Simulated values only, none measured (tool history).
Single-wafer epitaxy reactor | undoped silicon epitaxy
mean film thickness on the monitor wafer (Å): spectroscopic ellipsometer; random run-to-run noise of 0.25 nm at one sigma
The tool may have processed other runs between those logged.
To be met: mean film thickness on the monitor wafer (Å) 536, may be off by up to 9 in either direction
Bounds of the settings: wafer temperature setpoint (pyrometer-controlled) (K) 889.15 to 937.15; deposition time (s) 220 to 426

run  hour  wafer temperature setpoint (pyrometer-controlled) (K)  deposition time (s)  mean film thickness on the monitor wafer (Å)
  1     0                                                 913.15                  323                                        456.95
  2   2.6                                                 914.15                  323                                        469.96
  3  10.8                                                 915.15                  323                                        482.14
  4  12.6                                                 921.15                  323                                        557.61
  5  19.7                                                 920.15                  323                                        547.52
  6  21.8                                                 920.15                  342                                        578.57
  7  24.4                                                 919.15                  342                                        561.32
  8  26.9                                                 918.15                  342                                        548.51

Which of these 5 next moves meets every target?
  A  29.4                                                 915.15                  339                                             ?
  B  29.4                                                 916.15                  353                                             ?
  C  29.4                                                 923.15                  308                                             ?
  D  29.4                                                 917.15                  354                                             ?
  E  29.4                                                 916.15                  339                                             ?

move  mean film thickness on the monitor wafer (Å)
   A                                        503.02
   B                                        537.17
   C                                        558.25
   D                                        552.42
   E                                        515.87
A: takes the result that was furthest off past its target
B: hits every target within its allowed miss
C: the biggest miss grows against the last run
D: the biggest miss grows against the last run
E: takes the result that was furthest off past its target
Correct choice: B, which meets every target
